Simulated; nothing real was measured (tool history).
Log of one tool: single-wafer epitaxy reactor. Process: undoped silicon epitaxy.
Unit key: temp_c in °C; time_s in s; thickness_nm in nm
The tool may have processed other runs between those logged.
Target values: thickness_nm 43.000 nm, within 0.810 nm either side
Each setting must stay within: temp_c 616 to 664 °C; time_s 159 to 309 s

| run | hour | temp_c | time_s | thickness_nm |
|---|---|---|---|---|
| 1 | 0.0 | 640 | 234 | 32.133 |
| 2 | 8.5 | 642 | 234 | 33.207 |
| 3 | 10.6 | 633 | 234 | 27.747 |
| 4 | 13.3 | 636 | 234 | 29.349 |
| 5 | 14.9 | 638 | 234 | 30.904 |
| 6 | 20.7 | 638 | 221 | 28.816 |
| 7 | 26.3 | 641 | 221 | 30.637 |
| 8 | 27.8 | 643 | 221 | 32.129 |
| 9 | 31.4 | 645 | 221 | 33.413 |
| 10 | 39.1 | 647 | 221 | 34.375 |
| 11 | 45.9 | 649 | 221 | 35.969 |
| 12 | 52.6 | 650 | 221 | 36.717 |
| 13 | 58.1 | 650 | 221 | 36.607 |
| 14 | 61.3 | 651 | 221 | 37.050 |

Which one of the following 4 next-run settings gets every result inside its allowed miss? There is exactly one.
| A | 64.5 | 642 | 285 | ? |
| B | 64.5 | 653 | 235 | ? |
| C | 64.5 | 657 | 237 | ? |
| D | 64.5 | 661 | 211 | ? |

| move | thickness_nm |
|---|---|
| A | 40.519 |
| B | 41.320 |
| C | 44.970 |
| D | 43.180 |
A: better than the last run, though not everything is in spec
B: better than the last run, though not everything is in spec
C: the result that was furthest off in the last run now lies on the other side of its target
D: hits every target within its allowed miss
Answer: D
